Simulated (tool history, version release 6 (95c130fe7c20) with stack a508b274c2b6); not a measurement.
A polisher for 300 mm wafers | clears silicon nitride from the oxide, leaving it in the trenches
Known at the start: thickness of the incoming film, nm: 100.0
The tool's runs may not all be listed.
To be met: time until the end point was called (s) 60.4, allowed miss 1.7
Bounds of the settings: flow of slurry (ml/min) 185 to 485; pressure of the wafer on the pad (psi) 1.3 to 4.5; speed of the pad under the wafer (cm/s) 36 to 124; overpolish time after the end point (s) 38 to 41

run,day,flow of slurry (ml/min),pressure of the wafer on the pad (psi),speed of the pad under the wafer (cm/s),overpolish time after the end point (s),time until the end point was called (s)
1,0,310,2.9,80,38,117.04
2,0.204,310,3.1,82,38,104.69
3,0.317,310,3.3,82,38,100.86
4,0.658,310,3.3,82,41,99.529
5,1.033,310,2.9,82,41,113.06
6,1.208,310,3.1,84,41,105.7
7,1.288,310,3.3,86,41,95.435
8,1.358,315,4.1,88,41,75.846
9,1.638,315,4.2,90,41,72.505
10,1.879,325,4.5,98,41,62.739

5 next moves are on the table. One of them brings every result within its allowed miss. Which?
A,2.121,285,4.2,96,40,?
B,2.121,350,4.1,110,41,?
C,2.121,325,4.5,86,41,?
D,2.121,320,4.5,94,41,?
E,2.121,315,4.4,96,40,?

move,time until the end point was called (s)
A,68.24
B,60.348
C,70.363
D,64.594
E,64.759
A: further off than the last run
B: meets every target
C: further off than the last run
D: further off than the last run
E: further off than the last run
Answer: B
